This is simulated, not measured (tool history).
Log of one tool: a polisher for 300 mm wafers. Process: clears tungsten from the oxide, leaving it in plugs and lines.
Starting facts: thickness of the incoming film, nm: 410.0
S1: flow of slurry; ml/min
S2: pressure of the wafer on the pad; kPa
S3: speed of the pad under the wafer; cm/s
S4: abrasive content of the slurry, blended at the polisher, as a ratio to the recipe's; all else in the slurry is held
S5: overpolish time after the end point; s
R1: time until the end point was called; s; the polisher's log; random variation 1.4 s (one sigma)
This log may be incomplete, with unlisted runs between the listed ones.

Run 1, hour 0.0: S1 205 ml/min, S2 29.6 kPa, S3 98 cm/s, S4 1.0, S5 42 s. Result: R1 93.397 s.
Run 2, hour 2.5: S1 205 ml/min, S2 31.0 kPa, S3 98 cm/s, S4 1.0, S5 42 s. Result: R1 93.402 s.
Run 3, hour 3.3: S1 205 ml/min, S2 31.0 kPa, S3 98 cm/s, S4 1.0, S5 45 s. Result: R1 91.863 s.
Run 4, hour 11.4: S1 205 ml/min, S2 32.4 kPa, S3 100 cm/s, S4 1.0, S5 45 s. Result: R1 85.165 s.
Run 5, hour 19.9: S1 185 ml/min, S2 32.4 kPa, S3 100 cm/s, S4 1.0, S5 45 s. Result: R1 89.725 s.
Run 6, hour 24.9: S1 185 ml/min, S2 32.4 kPa, S3 82 cm/s, S4 1.0, S5 45 s. Result: R1 106.850 s.
Run 7, hour 33.4: S1 190 ml/min, S2 35.2 kPa, S3 84 cm/s, S4 1.0, S5 45 s. Result: R1 97.271 s.
Run 8, hour 36.8: S1 195 ml/min, S2 37.2 kPa, S3 86 cm/s, S4 1.0, S5 45 s. Result: R1 89.700 s.

Run 9 is up next; what results do you expect?
Run 9, hour 40.6: S1 195 ml/min, S2 38.6 kPa, S3 86 cm/s, S4 1.0, S5 45 s. Result: R1 ?.

Run 9 yielded R1 88.215 s.

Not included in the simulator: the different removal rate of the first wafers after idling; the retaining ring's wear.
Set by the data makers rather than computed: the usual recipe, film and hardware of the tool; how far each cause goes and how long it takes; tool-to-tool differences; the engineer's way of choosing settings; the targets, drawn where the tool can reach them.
